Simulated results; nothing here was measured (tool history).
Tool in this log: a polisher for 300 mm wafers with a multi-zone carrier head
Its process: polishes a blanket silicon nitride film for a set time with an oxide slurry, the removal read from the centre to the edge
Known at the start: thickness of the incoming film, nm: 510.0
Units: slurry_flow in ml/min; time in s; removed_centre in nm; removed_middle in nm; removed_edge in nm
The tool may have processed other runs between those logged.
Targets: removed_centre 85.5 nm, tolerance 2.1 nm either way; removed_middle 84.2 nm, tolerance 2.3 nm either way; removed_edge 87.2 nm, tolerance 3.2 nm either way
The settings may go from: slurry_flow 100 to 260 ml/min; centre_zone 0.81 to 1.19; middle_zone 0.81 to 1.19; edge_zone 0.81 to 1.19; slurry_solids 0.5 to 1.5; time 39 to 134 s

run	hour	slurry_flow	centre_zone	middle_zone	edge_zone	slurry_solids	time	removed_centre	removed_middle	removed_edge
1	0	165	1	1	1	1	86	69.354	70.639	70.46
2	5	120	1	1	1	1	86	63.755	66.095	67.844
3	11.7	100	1	1	1	1	86	59.95	62.117	63.454
4	19.1	115	1	1	1.01	1	86	63.413	64.629	66.183
5	21.5	115	1	1	1.01	1	97	70.473	73.208	75.441
6	29.1	125	1	1	1.01	1	97	73.337	74.991	77.201
7	29.8	125	1	1	1.01	1	97	73.385	74.917	75.286
8	33.1	130	1	1	1.02	1	97	74.117	77.363	78.244
9	36.8	135	1	1	1.02	1	97	75.627	77.399	75.953
10	39.4	140	1	0.99	1.01	1	97	74.209	77.446	78.599
11	47.7	145	1.01	0.99	1.01	1	97	76.729	77.264	80.127
12	55.7	150	1.01	0.99	1.01	1	97	77.741	77.253	79.401
13	62.4	150	1.01	0.99	1.01	1	97	77.328	79.066	80.093
14	64.6	155	1.01	0.99	1.01	1	97	77.491	77.852	80.302
15	67.9	160	1.01	0.99	1.01	1	97	79.015	79.198	79.677
16	69	165	1.01	0.99	1.02	1	97	79.714	78.998	79.611
17	74	170	1.01	0.99	1.01	1	97	78.88	79.176	80.972
18	81.8	175	1.01	0.99	1.01	1	97	79.619	80.411	80.137
19	82.4	180	1.01	0.99	1.02	1	97	81.26	79.592	80.471
20	87	180	1.01	0.99	1.01	1	97	79.569	79.602	80.769
21	88.1	185	1.01	0.99	1.01	1	97	80.927	81.459	81.551
22	95.7	200	1	0.97	1.02	1.05	97	83.208	82.38	85.026

Pick the move, out of 4, that brings all results within their allowed miss; only one does.
A	103.3	180	0.91	0.94	1.03	1.15	102	?	?	?
B	103.3	190	1.07	1.03	0.98	1.05	95	?	?	?
C	103.3	190	1.01	0.96	1.02	1	102	?	?	?
D	103.3	205	1.02	0.95	1.04	1.05	95	?	?	?

move	removed_centre	removed_middle	removed_edge
A	81.287	84.788	90.075
B	83.922	83.103	79.887
C	84.761	82.987	86.097
D	81.925	78.839	83.025
A: the biggest miss grows against the last run
B: gets the furthest-off result to its target, but another result is out of tolerance
C: every result lands within tolerance
D: the biggest miss grows against the last run
Correct choice: C, which meets every target

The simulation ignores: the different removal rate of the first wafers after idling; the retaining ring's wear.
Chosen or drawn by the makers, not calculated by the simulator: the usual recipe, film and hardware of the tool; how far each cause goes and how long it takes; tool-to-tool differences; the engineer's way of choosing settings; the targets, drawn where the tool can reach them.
